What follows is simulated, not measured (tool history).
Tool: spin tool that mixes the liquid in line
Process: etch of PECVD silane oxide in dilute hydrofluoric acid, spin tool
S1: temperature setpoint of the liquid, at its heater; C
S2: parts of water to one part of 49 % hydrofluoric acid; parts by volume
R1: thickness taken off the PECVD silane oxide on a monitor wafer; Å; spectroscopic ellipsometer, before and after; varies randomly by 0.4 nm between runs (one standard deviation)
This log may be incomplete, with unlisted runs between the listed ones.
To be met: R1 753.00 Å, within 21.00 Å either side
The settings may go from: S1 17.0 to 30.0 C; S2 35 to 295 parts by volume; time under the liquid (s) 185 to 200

Run 1, day 0.000: S1 22.0 C, S2 165 parts by volume, time under the liquid (s) 185. Result: R1 339.83 Å.
Run 2, day 0.371: S1 24.0 C, S2 165 parts by volume, time under the liquid (s) 185. Result: R1 366.88 Å.
Run 3, day 0.604: S1 25.0 C, S2 150 parts by volume, time under the liquid (s) 185. Result: R1 424.43 Å.
Run 4, day 0.912: S1 25.0 C, S2 150 parts by volume, time under the liquid (s) 200. Result: R1 460.71 Å.
Run 5, day 1.100: S1 26.0 C, S2 140 parts by volume, time under the liquid (s) 200. Result: R1 514.63 Å.
Run 6, day 1.146: S1 26.5 C, S2 130 parts by volume, time under the liquid (s) 200. Result: R1 576.50 Å.
Run 7, day 1.433: S1 27.0 C, S2 125 parts by volume, time under the liquid (s) 200. Result: R1 611.52 Å.
Run 8, day 1.662: S1 30.0 C, S2 110 parts by volume, time under the liquid (s) 200. Result: R1 793.54 Å.
Run 9, day 1.704: S1 29.5 C, S2 110 parts by volume, time under the liquid (s) 200. Result: R1 787.61 Å.

Exercise: of the 5 proposed moves below, exactly one satisfies all targets within the stated allowed misses. Which move is it?
Run A, day 1.746: S1 29.5 C, S2 100 parts by volume, time under the liquid (s) 185. Result: R1 ?.
Run B, day 1.746: S1 28.0 C, S2 105 parts by volume, time under the liquid (s) 195. Result: R1 ?.
Run C, day 1.746: S1 30.0 C, S2 110 parts by volume, time under the liquid (s) 200. Result: R1 ?.
Run D, day 1.746: S1 29.0 C, S2 100 parts by volume, time under the liquid (s) 200. Result: R1 ?.
Run E, day 1.746: S1 28.0 C, S2 100 parts by volume, time under the liquid (s) 200. Result: R1 ?.

move      R1
   A  814.68
   B  767.32
   C  803.15
   D  864.43
   E  832.51
A: misses by more than the last run did
B: in spec on every target
C: misses by more than the last run did
D: misses by more than the last run did
E: misses by more than the last run did
B is the move that brings every result within its allowed miss.
